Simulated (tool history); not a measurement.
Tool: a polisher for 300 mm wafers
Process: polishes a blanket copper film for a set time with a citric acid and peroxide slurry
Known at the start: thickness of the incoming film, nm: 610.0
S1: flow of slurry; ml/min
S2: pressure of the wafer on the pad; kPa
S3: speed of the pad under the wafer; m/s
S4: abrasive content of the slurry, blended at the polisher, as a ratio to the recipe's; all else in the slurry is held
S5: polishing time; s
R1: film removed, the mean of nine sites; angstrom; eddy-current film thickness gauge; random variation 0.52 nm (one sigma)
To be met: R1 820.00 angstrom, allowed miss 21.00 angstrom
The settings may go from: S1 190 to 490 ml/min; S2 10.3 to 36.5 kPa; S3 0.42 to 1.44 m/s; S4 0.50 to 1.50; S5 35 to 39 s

run 1 day=0.000 | S1=315 S2=23.4 S3=0.92 S4=1.00 S5=39 | R1=1034.90
run 2 day=0.229 | S1=315 S2=23.4 S3=0.92 S4=1.20 S5=39 | R1=1095.00
run 3 day=0.388 | S1=315 S2=22.8 S3=0.92 S4=1.20 S5=39 | R1=1077.90
run 4 day=0.575 | S1=315 S2=22.8 S3=0.82 S4=1.20 S5=39 | R1=963.90
run 5 day=0.721 | S1=315 S2=22.8 S3=0.82 S4=1.35 S5=39 | R1=998.13
run 6 day=0.825 | S1=315 S2=22.8 S3=0.82 S4=1.25 S5=39 | R1=965.09
run 7 day=1.021 | S1=315 S2=22.1 S3=0.82 S4=1.25 S5=39 | R1=956.85
run 8 day=1.288 | S1=315 S2=21.4 S3=0.82 S4=1.25 S5=39 | R1=941.05

Which of these 4 next moves meets every target?
run A day=1.554 | S1=275 S2=20.7 S3=0.70 S4=1.20 S5=39 | R1=?
run B day=1.554 | S1=300 S2=15.9 S3=1.12 S4=1.35 S5=35 | R1=?
run C day=1.554 | S1=295 S2=20.0 S3=0.90 S4=1.50 S5=39 | R1=?
run D day=1.554 | S1=330 S2=10.3 S3=1.12 S4=1.15 S5=38 | R1=?

move=A R1=766.34
move=B R1=967.03
move=C R1=1026.50
move=D R1=814.89
A: takes the result that was furthest off past its target
B: further off than the last run
C: further off than the last run
D: meets every target
The right move is D.
